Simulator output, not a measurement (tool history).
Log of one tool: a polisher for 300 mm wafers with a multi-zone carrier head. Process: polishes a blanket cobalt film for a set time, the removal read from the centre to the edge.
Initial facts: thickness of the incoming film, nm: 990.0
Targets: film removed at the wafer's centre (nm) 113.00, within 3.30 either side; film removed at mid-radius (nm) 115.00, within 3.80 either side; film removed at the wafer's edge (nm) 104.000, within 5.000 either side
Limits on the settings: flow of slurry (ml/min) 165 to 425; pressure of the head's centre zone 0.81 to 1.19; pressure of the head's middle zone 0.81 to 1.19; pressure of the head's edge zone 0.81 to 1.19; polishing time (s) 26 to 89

| run | hour | flow of slurry (ml/min) | pressure of the head's centre zone | pressure of the head's middle zone | pressure of the head's edge zone | polishing time (s) | film removed at the wafer's centre (nm) | film removed at mid-radius (nm) | film removed at the wafer's edge (nm) |
|---|---|---|---|---|---|---|---|---|---|
| 1 | 0.0 | 275 | 1.00 | 1.00 | 1.00 | 57 | 147.53 | 142.87 | 142.830 |
| 2 | 6.2 | 275 | 1.00 | 1.00 | 0.92 | 57 | 144.88 | 142.46 | 137.810 |
| 3 | 7.7 | 280 | 1.00 | 1.01 | 0.90 | 54 | 140.33 | 136.73 | 132.150 |
| 4 | 13.1 | 280 | 1.00 | 1.01 | 0.90 | 65 | 169.38 | 165.94 | 158.990 |
| 5 | 20.0 | 280 | 1.00 | 1.01 | 0.90 | 72 | 185.55 | 183.85 | 174.270 |
| 6 | 21.7 | 280 | 1.00 | 1.01 | 0.83 | 72 | 190.05 | 179.98 | 169.000 |
| 7 | 23.4 | 280 | 0.99 | 1.02 | 0.83 | 66 | 168.49 | 166.39 | 154.120 |
| 8 | 31.4 | 280 | 0.99 | 1.03 | 0.83 | 61 | 157.14 | 158.58 | 142.890 |
| 9 | 31.9 | 280 | 0.99 | 1.03 | 0.83 | 57 | 144.71 | 146.05 | 135.970 |
| 10 | 36.6 | 270 | 1.06 | 1.12 | 0.81 | 41 | 112.29 | 111.31 | 94.543 |
| 11 | 45.3 | 275 | 1.05 | 1.11 | 0.82 | 41 | 110.55 | 111.58 | 94.801 |
| 12 | 51.4 | 280 | 1.04 | 1.10 | 0.83 | 41 | 110.61 | 110.67 | 93.825 |
| 13 | 57.6 | 270 | 1.03 | 1.09 | 0.84 | 42 | 111.18 | 114.09 | 101.640 |
| 14 | 58.4 | 265 | 1.03 | 1.08 | 0.84 | 42 | 110.27 | 111.63 | 98.187 |

Pick the move, out of 4, that brings all results within their allowed miss; only one does.
| A | 59.2 | 260 | 0.98 | 1.04 | 0.84 | 45 | ? | ? | ? |
| B | 59.2 | 205 | 0.99 | 1.17 | 0.81 | 42 | ? | ? | ? |
| C | 59.2 | 290 | 0.98 | 1.19 | 0.81 | 40 | ? | ? | ? |
| D | 59.2 | 255 | 1.07 | 1.03 | 0.88 | 42 | ? | ? | ? |

| move | film removed at the wafer's centre (nm) | film removed at mid-radius (nm) | film removed at the wafer's edge (nm) |
|---|---|---|---|
| A | 113.11 | 117.54 | 105.310 |
| B | 103.18 | 117.29 | 94.545 |
| C | 101.94 | 118.10 | 92.876 |
| D | 114.26 | 108.56 | 100.050 |
A: meets every target
B: lands further from the targets than the last run did
C: lands further from the targets than the last run did
D: brings the last run's worst result on target, with another outside its allowed miss
A is the move that brings every result within its allowed miss.
